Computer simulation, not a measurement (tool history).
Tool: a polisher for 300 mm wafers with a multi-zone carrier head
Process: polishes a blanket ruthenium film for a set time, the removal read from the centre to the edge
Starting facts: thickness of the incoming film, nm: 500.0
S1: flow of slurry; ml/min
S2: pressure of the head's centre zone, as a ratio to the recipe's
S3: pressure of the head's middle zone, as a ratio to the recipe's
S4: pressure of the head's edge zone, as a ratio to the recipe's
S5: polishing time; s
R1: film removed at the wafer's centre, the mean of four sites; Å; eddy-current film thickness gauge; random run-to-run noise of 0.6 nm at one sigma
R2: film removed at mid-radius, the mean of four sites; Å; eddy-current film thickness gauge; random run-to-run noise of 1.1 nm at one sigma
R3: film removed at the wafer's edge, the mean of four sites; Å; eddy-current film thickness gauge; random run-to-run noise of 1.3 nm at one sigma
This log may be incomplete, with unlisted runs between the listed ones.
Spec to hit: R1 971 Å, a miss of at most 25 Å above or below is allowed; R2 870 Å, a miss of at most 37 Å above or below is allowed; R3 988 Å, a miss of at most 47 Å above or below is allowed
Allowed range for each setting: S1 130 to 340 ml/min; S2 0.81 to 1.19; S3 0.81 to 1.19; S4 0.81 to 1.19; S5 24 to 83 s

run,hour,S1,S2,S3,S4,S5,R1,R2,R3
1,0,220,1,1,1,53,796.33,775.76,771.5
2,3.5,260,1,1,1,53,823.64,817.64,775.78
3,10.4,250,1.01,0.99,1.03,55,853.42,832,816.39
4,17.6,245,1.02,0.97,1.06,56,876.15,806,850.24
5,25,220,1.02,0.97,1.06,56,861.67,805.17,816.41
6,29,220,1.02,0.97,1.06,67,1031.6,960.2,1002.5
7,33.6,210,1.01,0.96,1.07,67,1009.1,934.47,1000.7
8,42.2,205,1.01,0.95,1.07,67,1006.6,965.66,1005.6
9,44.9,245,1.01,0.85,1.12,63,966.39,834.24,979.17
10,50.4,245,1.01,0.86,1.12,63,981.84,841.72,992.09

Exercise: of the 5 proposed moves below, exactly one satisfies all targets within the stated allowed misses. Which move is it?
A,55.9,245,0.96,0.81,1.19,67,?,?,?
B,55.9,255,1.02,0.81,1.19,62,?,?,?
C,55.9,240,0.97,0.87,1.05,66,?,?,?
D,55.9,225,1.04,0.88,1.12,59,?,?,?
E,55.9,250,1.03,0.82,1.12,63,?,?,?

move,R1,R2,R3
A,985.32,845.93,1072.4
B,974.65,786.48,996.13
C,978.3,881.35,988.27
D,929.07,788.01,906.42
E,997.5,805.27,978.97
A: the furthest-off result lands on target, but another misses its tolerance
B: the biggest miss grows against the last run
C: each result inside its tolerance
D: the biggest miss grows against the last run
E: the biggest miss grows against the last run
The move that meets every target is C.

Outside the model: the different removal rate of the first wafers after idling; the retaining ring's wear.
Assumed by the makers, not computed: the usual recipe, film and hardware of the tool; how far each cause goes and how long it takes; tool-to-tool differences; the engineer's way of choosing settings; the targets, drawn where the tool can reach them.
